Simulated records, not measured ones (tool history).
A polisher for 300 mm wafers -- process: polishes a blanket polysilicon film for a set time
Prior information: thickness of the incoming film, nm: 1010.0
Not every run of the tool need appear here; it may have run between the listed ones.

run  hour  flow of slurry (ml/min)  pressure of the wafer on the pad (kPa)  speed of the pad under the wafer (cm/s)  polishing time (s)  film removed (Å)
  1   0.0                      185                                    24.1                                       76                  34            2265.1
  2   6.0                      185                                    22.1                                       74                  34            2063.9
  3   8.8                      145                                    22.1                                       74                  34            2012.4
  4  10.5                      145                                    20.0                                       72                  34            1748.6
  5  18.8                      145                                    20.0                                       72                  34            1753.3
  6  23.0                      145                                    18.6                                       72                  34            1652.9

Run 7 is up next; what results do you expect?
  7  30.8                      145                                    17.2                                       72                  34                 ?

{"run 7": {"film removed (Å)": 1558.0}}
